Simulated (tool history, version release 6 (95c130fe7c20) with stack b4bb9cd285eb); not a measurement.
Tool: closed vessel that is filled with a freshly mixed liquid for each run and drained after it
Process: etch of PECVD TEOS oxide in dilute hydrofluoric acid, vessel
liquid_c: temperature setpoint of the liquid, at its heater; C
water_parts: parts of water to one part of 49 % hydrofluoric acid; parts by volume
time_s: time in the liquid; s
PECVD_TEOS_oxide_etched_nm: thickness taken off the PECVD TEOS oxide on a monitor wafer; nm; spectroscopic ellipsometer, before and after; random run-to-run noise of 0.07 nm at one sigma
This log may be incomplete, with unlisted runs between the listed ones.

run 1 hour=0 | liquid_c=26 water_parts=40 time_s=30 | PECVD_TEOS_oxide_etched_nm=8.8254
run 2 hour=1.9 | liquid_c=28.5 water_parts=35 time_s=30 | PECVD_TEOS_oxide_etched_nm=11.234
run 3 hour=4.1 | liquid_c=28.5 water_parts=35 time_s=30 | PECVD_TEOS_oxide_etched_nm=11.207
run 4 hour=7.6 | liquid_c=31.5 water_parts=35 time_s=30 | PECVD_TEOS_oxide_etched_nm=12.675
run 5 hour=8.5 | liquid_c=31.5 water_parts=35 time_s=30 | PECVD_TEOS_oxide_etched_nm=12.575
run 6 hour=11.1 | liquid_c=31.5 water_parts=35 time_s=30 | PECVD_TEOS_oxide_etched_nm=12.678

Forecast run 7:
run 7 hour=19.5 | liquid_c=32.5 water_parts=35 time_s=30 | PECVD_TEOS_oxide_etched_nm=?

{"run 7": {"PECVD_TEOS_oxide_etched_nm": 13.18}}

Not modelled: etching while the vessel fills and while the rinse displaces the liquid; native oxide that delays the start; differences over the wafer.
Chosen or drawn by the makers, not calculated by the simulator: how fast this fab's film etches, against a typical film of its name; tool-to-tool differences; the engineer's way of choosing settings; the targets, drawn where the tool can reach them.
